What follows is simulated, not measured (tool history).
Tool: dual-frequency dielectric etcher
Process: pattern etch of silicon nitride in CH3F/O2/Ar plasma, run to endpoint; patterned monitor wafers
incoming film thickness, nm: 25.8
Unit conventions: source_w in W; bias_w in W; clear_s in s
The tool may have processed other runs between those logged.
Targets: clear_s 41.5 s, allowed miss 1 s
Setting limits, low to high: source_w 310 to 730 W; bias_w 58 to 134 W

run,hour,source_w,bias_w,clear_s
1,0,520,96,33.71
2,7.4,450,96,35.39
3,13.4,450,82,36.754
4,19,440,81,37.267
5,20.7,440,65,39.446
6,22.7,440,72,38.482
7,24.4,430,71,38.983
8,30.8,420,71,39.156
9,36.7,410,71,39.146
10,38.1,400,70,39.808
11,44.5,400,70,40.226

Next run, 5 choices. One meets every target within its allowed miss, the rest don't. Which?
A,50.9,440,66,?
B,50.9,490,59,?
C,50.9,430,81,?
D,50.9,370,90,?
E,50.9,340,79,?

move,clear_s
A,39.241
B,38.56
C,37.687
D,38.88
E,41.574
A: the biggest miss grows against the last run
B: the biggest miss grows against the last run
C: the biggest miss grows against the last run
D: the biggest miss grows against the last run
E: all results land within tolerance of their targets
So the answer is move E, the one that meets all the targets.
